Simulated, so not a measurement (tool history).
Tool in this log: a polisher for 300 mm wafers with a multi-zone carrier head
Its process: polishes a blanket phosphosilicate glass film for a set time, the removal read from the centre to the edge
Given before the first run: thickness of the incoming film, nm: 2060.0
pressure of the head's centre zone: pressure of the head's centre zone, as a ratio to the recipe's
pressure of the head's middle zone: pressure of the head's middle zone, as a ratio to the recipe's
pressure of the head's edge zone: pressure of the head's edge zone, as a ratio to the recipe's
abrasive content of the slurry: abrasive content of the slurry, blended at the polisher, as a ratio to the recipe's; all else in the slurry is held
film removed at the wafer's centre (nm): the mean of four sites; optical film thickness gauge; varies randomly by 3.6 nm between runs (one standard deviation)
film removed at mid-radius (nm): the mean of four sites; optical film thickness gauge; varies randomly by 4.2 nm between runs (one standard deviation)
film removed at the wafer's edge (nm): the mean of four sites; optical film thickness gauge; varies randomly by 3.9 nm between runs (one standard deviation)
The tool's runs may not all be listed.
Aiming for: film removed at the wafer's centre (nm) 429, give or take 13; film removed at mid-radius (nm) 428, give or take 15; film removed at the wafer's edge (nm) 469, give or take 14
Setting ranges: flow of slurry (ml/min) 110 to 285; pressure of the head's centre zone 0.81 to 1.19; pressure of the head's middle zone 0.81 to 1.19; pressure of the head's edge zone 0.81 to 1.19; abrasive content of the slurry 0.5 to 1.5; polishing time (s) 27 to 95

run	hour	flow of slurry (ml/min)	pressure of the head's centre zone	pressure of the head's middle zone	pressure of the head's edge zone	abrasive content of the slurry	polishing time (s)	film removed at the wafer's centre (nm)	film removed at mid-radius (nm)	film removed at the wafer's edge (nm)
1	0	180	1	1	1	1	61	379.42	385.01	401.08
2	8.9	180	1.07	1	1	1	61	419.17	384.11	409.09
3	12.4	195	1.06	1.01	1.05	1	61	406.04	400.15	421.3
4	13.6	195	1.06	1.01	1.05	1	68	462.96	448.65	461.81
5	20.1	195	1.06	0.98	1.05	1	68	461.37	437	470.03
6	28.8	190	1.05	0.98	1.06	1	68	457.11	423.93	463.56
# hour 37.8: edge zone pressure recalibrated
7	37.8	190	1.05	0.98	1.06	1	68	455.75	422.79	449.78
8	44.9	200	1.02	0.96	1.07	1.05	68	454.37	426.63	460.39
9	51.1	195	1.01	0.97	1.1	1.05	68	453.41	426.37	473.7

Next run, 4 choices. One meets every target within its allowed miss, the rest don't. Which?
A	57.3	185	1.08	0.96	0.99	0.9	74	?	?	?
B	57.3	215	0.98	0.96	1.14	1.25	60	?	?	?
C	57.3	175	0.99	0.86	1.15	0.95	71	?	?	?
D	57.3	210	1.06	0.95	1.11	1.1	65	?	?	?

move	film removed at the wafer's centre (nm)	film removed at mid-radius (nm)	film removed at the wafer's edge (nm)
A	474.95	418.75	443.86
B	428.76	416.24	466.21
C	429	377.47	468.55
D	469.59	417.53	466.85
A: moves away from the targets compared with the last run
B: every result within its allowed miss
C: the furthest-off result lands on target, but another misses its tolerance
D: moves away from the targets compared with the last run
B meets every target.

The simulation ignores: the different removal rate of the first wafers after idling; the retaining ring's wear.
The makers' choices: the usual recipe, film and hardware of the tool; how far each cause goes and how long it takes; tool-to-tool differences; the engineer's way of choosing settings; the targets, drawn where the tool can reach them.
